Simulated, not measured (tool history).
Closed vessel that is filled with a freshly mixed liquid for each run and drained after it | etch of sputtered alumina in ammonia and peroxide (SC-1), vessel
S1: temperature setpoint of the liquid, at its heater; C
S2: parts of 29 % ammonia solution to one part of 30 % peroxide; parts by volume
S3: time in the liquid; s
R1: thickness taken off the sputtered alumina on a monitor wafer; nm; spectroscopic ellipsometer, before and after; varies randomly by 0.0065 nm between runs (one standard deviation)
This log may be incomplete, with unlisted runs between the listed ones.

run	hour	S1	S2	S3	R1
1	0	50	0.9	45	1.6055
2	8.1	50	1.2	45	1.643
3	10.1	57	1.2	45	2.41
4	16.8	52	1.2	45	1.8035
5	21.9	48	1.2	45	1.4634
6	28.5	45	1.2	45	1.229
7	33.1	43	1.2	45	1.1119
8	37.7	41.5	1.2	45	1.0113
9	39.7	41.5	1.2	45	1.0145
10	41.9	41	1.2	45	0.98685

Forecast run 11:
11	47.8	40.5	1.2	45	?

R1: 0.95792 nm
